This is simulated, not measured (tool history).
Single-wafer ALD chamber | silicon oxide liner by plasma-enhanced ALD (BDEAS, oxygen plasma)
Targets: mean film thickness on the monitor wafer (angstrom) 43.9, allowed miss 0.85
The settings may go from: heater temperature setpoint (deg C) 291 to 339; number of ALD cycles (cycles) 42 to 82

run,hour,heater temperature setpoint (deg C),number of ALD cycles (cycles),mean film thickness on the monitor wafer (angstrom)
1,0,315,62,58.291
2,4.8,315,58,54.129
3,6.5,316,55,51.731
4,7.4,316,52,48.452
5,9.9,323,52,47.458
6,15.5,323,45,41.113
7,19.1,321,45,41.312
8,20.5,319,46,42.626
9,22.4,318,46,42.765

4 next moves are on the table. One of them brings every result within its allowed miss. Which?
A,24.3,310,47,?
B,24.3,318,45,?
C,24.3,315,45,?
D,24.3,314,45,?

move,mean film thickness on the monitor wafer (angstrom)
A,44.202
B,41.771
C,41.977
D,42.046
A: meets every target
B: further off than the last run
C: further off than the last run
D: further off than the last run
The right move is A.
